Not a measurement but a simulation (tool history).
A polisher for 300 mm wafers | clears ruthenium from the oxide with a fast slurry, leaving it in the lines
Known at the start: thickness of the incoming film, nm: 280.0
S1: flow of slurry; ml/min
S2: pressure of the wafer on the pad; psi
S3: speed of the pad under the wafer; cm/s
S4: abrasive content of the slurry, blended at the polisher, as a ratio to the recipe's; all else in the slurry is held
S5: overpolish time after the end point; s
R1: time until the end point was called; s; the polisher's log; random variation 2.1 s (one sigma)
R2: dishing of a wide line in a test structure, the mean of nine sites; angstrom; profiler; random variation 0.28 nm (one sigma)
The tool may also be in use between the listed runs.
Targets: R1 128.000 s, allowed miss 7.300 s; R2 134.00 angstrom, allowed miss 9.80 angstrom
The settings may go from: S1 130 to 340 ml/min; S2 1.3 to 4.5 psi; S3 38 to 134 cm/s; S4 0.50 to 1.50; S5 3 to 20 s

run    day   S1   S2  S3    S4  S5       R1      R2
  1  0.000  220  2.9  86  1.00  10   86.552  217.21
  2  0.108  220  2.9  86  1.10  10   84.520  215.93
  3  0.258  220  2.6  86  1.10  10   93.562  193.23
  4  0.317  170  2.6  86  1.10  10   94.235  188.15
  5  0.450  170  2.4  86  1.10  10  102.530  186.60
  6  0.579  170  2.4  86  1.25  10   98.635  182.54
  7  0.862  170  2.2  86  1.25  10  104.080  174.05
  8  1.129  170  2.1  86  1.25  10  110.990  167.90
  9  1.496  170  2.0  86  1.25  10  116.600  157.70
 10  1.862  170  1.9  86  1.25  10  119.430  151.50
 11  2.079  170  1.8  86  1.25  10  130.340  147.46

Which of these 4 next moves meets every target?
  A  2.296  205  1.6  80  1.15  13   ?   ?
  B  2.296  185  2.7  42  1.15  10   ?   ?
  C  2.296  155  2.1  78  1.10  11   ?   ?
  D  2.296  155  1.9  84  1.25   9   ?   ?

move       R1      R2
   A  156.510  159.41
   B  148.290  131.40
   C  131.450  160.50
   D  129.930  134.74
A: further off than the last run
B: brings the result that was furthest off to its target, and leaves another outside
C: further off than the last run
D: meets every target
Move D is the one to make.
